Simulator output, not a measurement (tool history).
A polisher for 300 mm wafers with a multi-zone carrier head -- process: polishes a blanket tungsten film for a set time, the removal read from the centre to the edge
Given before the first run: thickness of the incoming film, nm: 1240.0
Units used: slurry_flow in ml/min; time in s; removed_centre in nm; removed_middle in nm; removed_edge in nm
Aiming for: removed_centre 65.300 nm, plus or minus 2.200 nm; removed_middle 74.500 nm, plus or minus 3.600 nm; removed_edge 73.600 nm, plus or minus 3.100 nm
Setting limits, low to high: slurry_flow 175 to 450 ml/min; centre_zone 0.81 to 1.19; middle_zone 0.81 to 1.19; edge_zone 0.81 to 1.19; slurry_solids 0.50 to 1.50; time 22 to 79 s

Run 1, hour 0.0: slurry_flow 290 ml/min, centre_zone 1.00, middle_zone 1.00, edge_zone 1.00, slurry_solids 1.00, time 50 s. Result: removed_centre 142.360 nm, removed_middle 146.330 nm, removed_edge 155.200 nm.
Run 2, hour 1.9: slurry_flow 290 ml/min, centre_zone 1.00, middle_zone 1.00, edge_zone 0.93, slurry_solids 1.00, time 50 s. Result: removed_centre 143.530 nm, removed_middle 146.220 nm, removed_edge 146.120 nm.
Run 3, hour 3.6: slurry_flow 290 ml/min, centre_zone 1.06, middle_zone 1.00, edge_zone 0.93, slurry_solids 1.00, time 50 s. Result: removed_centre 147.000 nm, removed_middle 144.420 nm, removed_edge 149.150 nm.
Run 4, hour 5.7: slurry_flow 290 ml/min, centre_zone 1.06, middle_zone 1.00, edge_zone 0.87, slurry_solids 1.00, time 50 s. Result: removed_centre 145.170 nm, removed_middle 143.410 nm, removed_edge 144.190 nm.
Run 5, hour 13.2: slurry_flow 280 ml/min, centre_zone 1.03, middle_zone 0.99, edge_zone 0.88, slurry_solids 0.95, time 46 s. Result: removed_centre 131.650 nm, removed_middle 130.860 nm, removed_edge 128.140 nm.
Run 6, hour 18.9: slurry_flow 280 ml/min, centre_zone 1.03, middle_zone 0.92, edge_zone 0.88, slurry_solids 0.95, time 46 s. Result: removed_centre 130.890 nm, removed_middle 126.470 nm, removed_edge 130.370 nm.
Run 7, hour 23.6: slurry_flow 270 ml/min, centre_zone 1.00, middle_zone 0.92, edge_zone 0.90, slurry_solids 0.90, time 43 s. Result: removed_centre 116.230 nm, removed_middle 116.550 nm, removed_edge 122.300 nm.
Run 8, hour 28.8: slurry_flow 265 ml/min, centre_zone 0.99, middle_zone 0.92, edge_zone 0.89, slurry_solids 0.85, time 41 s. Result: removed_centre 110.300 nm, removed_middle 110.960 nm, removed_edge 113.990 nm.
Run 9, hour 37.3: slurry_flow 245 ml/min, centre_zone 0.89, middle_zone 0.89, edge_zone 0.88, slurry_solids 0.60, time 27 s. Result: removed_centre 63.143 nm, removed_middle 65.583 nm, removed_edge 70.114 nm.
Run 10, hour 46.0: slurry_flow 250 ml/min, centre_zone 0.89, middle_zone 0.91, edge_zone 0.89, slurry_solids 0.60, time 27 s. Result: removed_centre 62.561 nm, removed_middle 66.394 nm, removed_edge 69.744 nm.
Run 11, hour 47.8: slurry_flow 250 ml/min, centre_zone 0.89, middle_zone 0.92, edge_zone 0.90, slurry_solids 0.60, time 27 s. Result: removed_centre 64.218 nm, removed_middle 66.749 nm, removed_edge 70.359 nm.
Run 12, hour 56.3: slurry_flow 250 ml/min, centre_zone 0.88, middle_zone 0.93, edge_zone 0.90, slurry_solids 0.65, time 27 s. Result: removed_centre 63.986 nm, removed_middle 69.503 nm, removed_edge 71.727 nm.
At hour 58.5: edge zone pressure recalibrated.
Run 13, hour 58.5: slurry_flow 250 ml/min, centre_zone 0.88, middle_zone 0.94, edge_zone 0.90, slurry_solids 0.65, time 27 s. Result: removed_centre 63.468 nm, removed_middle 70.013 nm, removed_edge 70.190 nm.
Run 14, hour 60.5: slurry_flow 250 ml/min, centre_zone 0.88, middle_zone 0.94, edge_zone 0.91, slurry_solids 0.65, time 27 s. Result: removed_centre 63.990 nm, removed_middle 70.505 nm, removed_edge 70.971 nm.
Run 15, hour 63.5: slurry_flow 250 ml/min, centre_zone 0.88, middle_zone 0.94, edge_zone 0.92, slurry_solids 0.65, time 27 s. Result: removed_centre 63.535 nm, removed_middle 69.178 nm, removed_edge 71.404 nm.
Run 16, hour 66.1: slurry_flow 250 ml/min, centre_zone 0.88, middle_zone 0.95, edge_zone 0.92, slurry_solids 0.65, time 27 s. Result: removed_centre 63.289 nm, removed_middle 70.419 nm, removed_edge 70.819 nm.

Exactly one of the 5 candidate moves below puts every result within its allowed miss. Which one?
Run A, hour 68.7: slurry_flow 360 ml/min, centre_zone 0.86, middle_zone 1.05, edge_zone 0.90, slurry_solids 0.65, time 25 s. Result: removed_centre ?, removed_middle ?, removed_edge ?.
Run B, hour 68.7: slurry_flow 190 ml/min, centre_zone 0.88, middle_zone 1.17, edge_zone 0.86, slurry_solids 0.95, time 26 s. Result: removed_centre ?, removed_middle ?, removed_edge ?.
Run C, hour 68.7: slurry_flow 180 ml/min, centre_zone 0.96, middle_zone 1.03, edge_zone 0.81, slurry_solids 0.65, time 28 s. Result: removed_centre ?, removed_middle ?, removed_edge ?.
Run D, hour 68.7: slurry_flow 180 ml/min, centre_zone 0.87, middle_zone 0.97, edge_zone 0.91, slurry_solids 0.60, time 30 s. Result: removed_centre ?, removed_middle ?, removed_edge ?.
Run E, hour 68.7: slurry_flow 255 ml/min, centre_zone 0.91, middle_zone 0.92, edge_zone 0.91, slurry_solids 0.65, time 26 s. Result: removed_centre ?, removed_middle ?, removed_edge ?.

move  removed_centre  removed_middle  removed_edge
   A          59.561          72.390        67.908
   B          61.013          79.822        68.784
   C          65.451          72.759        67.640
   D          64.265          73.719        75.563
   E          62.056          65.736        69.113
A: brings the last run's worst result on target, with another outside its allowed miss
B: the result that was furthest off in the last run now lies on the other side of its target
C: brings the last run's worst result on target, with another outside its allowed miss
D: every result lands within tolerance
E: the biggest miss grows against the last run
The right move is D.

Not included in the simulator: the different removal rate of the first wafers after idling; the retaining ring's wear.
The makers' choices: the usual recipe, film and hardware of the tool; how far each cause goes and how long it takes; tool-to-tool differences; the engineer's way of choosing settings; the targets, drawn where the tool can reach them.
